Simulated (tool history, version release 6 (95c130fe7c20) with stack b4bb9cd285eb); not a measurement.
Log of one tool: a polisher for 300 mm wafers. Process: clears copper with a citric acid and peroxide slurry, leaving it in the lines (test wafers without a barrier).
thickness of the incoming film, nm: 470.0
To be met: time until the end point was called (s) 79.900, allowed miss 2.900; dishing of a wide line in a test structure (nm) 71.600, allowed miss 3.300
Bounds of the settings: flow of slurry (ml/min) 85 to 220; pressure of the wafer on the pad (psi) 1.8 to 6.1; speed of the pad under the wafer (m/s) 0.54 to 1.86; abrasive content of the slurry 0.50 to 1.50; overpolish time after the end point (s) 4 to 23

run	hour	flow of slurry (ml/min)	pressure of the wafer on the pad (psi)	speed of the pad under the wafer (m/s)	abrasive content of the slurry	overpolish time after the end point (s)	time until the end point was called (s)	dishing of a wide line in a test structure (nm)
1	0.0	140	3.9	1.18	1.00	12	128.790	29.114
2	5.4	125	3.9	1.18	1.00	12	132.610	28.743
3	13.8	125	4.1	1.18	1.00	13	124.390	31.212
4	16.1	125	3.4	1.18	1.00	13	151.560	26.937
5	19.5	125	3.6	1.18	1.00	14	142.820	30.860
6	21.4	125	3.6	1.18	1.20	14	134.820	32.270
7	28.4	135	4.7	1.20	1.15	19	103.030	53.349
8	35.4	135	4.8	1.20	1.15	19	100.720	56.591
9	44.1	140	4.9	1.20	1.15	19	99.063	55.572
10	49.1	140	5.0	1.20	1.15	19	94.544	57.186
11	51.2	140	5.1	1.20	1.15	19	95.498	58.935
12	54.7	140	5.2	1.20	1.15	19	92.418	58.627
13	63.5	140	5.3	1.20	1.15	19	90.963	59.944
14	66.8	140	5.4	1.20	1.15	19	90.511	62.048
15	73.9	145	5.4	1.20	1.15	19	90.069	62.151
16	79.9	145	5.5	1.20	1.15	19	86.246	63.626
17	80.8	145	5.5	1.20	1.15	19	87.423	63.122
18	81.7	145	5.5	1.20	1.15	19	85.590	62.910
19	88.2	155	5.6	1.20	1.15	20	85.869	66.517

4 next moves are on the table. One of them brings every result within its allowed miss. Which?
A	94.7	145	5.8	1.22	1.25	20	?	?
B	94.7	150	6.1	1.26	1.05	17	?	?
C	94.7	120	4.9	1.44	1.15	18	?	?
D	94.7	160	6.1	1.26	1.25	16	?	?

move	time until the end point was called (s)	dishing of a wide line in a test structure (nm)
A	81.339	70.205
B	78.004	63.664
C	86.563	60.659
D	73.745	63.426
A: meets every target
B: brings the result that was furthest off to its target, and leaves another outside
C: further off than the last run
D: takes the result that was furthest off past its target
Move A is the one to make.
